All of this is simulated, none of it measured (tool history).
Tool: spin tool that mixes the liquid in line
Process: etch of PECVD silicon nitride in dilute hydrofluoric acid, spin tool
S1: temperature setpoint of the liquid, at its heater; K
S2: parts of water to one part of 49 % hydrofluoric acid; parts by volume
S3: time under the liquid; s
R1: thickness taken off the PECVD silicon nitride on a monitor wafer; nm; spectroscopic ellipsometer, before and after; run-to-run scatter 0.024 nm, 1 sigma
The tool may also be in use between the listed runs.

Run 1, hour 0.0: S1 293.15 K, S2 60 parts by volume, S3 100 s. Result: R1 3.3080 nm.
Run 2, hour 1.1: S1 293.15 K, S2 40 parts by volume, S3 100 s. Result: R1 4.8737 nm.
Run 3, hour 4.7: S1 293.15 K, S2 20 parts by volume, S3 100 s. Result: R1 9.4785 nm.
Run 4, hour 6.4: S1 293.15 K, S2 20 parts by volume, S3 80 s. Result: R1 7.5984 nm.
Run 5, hour 14.3: S1 292.65 K, S2 25 parts by volume, S3 80 s. Result: R1 5.9900 nm.
Run 6, hour 19.3: S1 292.15 K, S2 30 parts by volume, S3 80 s. Result: R1 4.7925 nm.
Run 7, hour 26.4: S1 291.65 K, S2 30 parts by volume, S3 80 s. Result: R1 4.6583 nm.
Run 8, hour 27.1: S1 291.15 K, S2 30 parts by volume, S3 80 s. Result: R1 4.4866 nm.

Estimate the outcome of run 9 from the log above:
Run 9, hour 33.7: S1 290.15 K, S2 55 parts by volume, S3 80 s. Result: R1 ?.

{"run 9": {"R1": 2.3526}}

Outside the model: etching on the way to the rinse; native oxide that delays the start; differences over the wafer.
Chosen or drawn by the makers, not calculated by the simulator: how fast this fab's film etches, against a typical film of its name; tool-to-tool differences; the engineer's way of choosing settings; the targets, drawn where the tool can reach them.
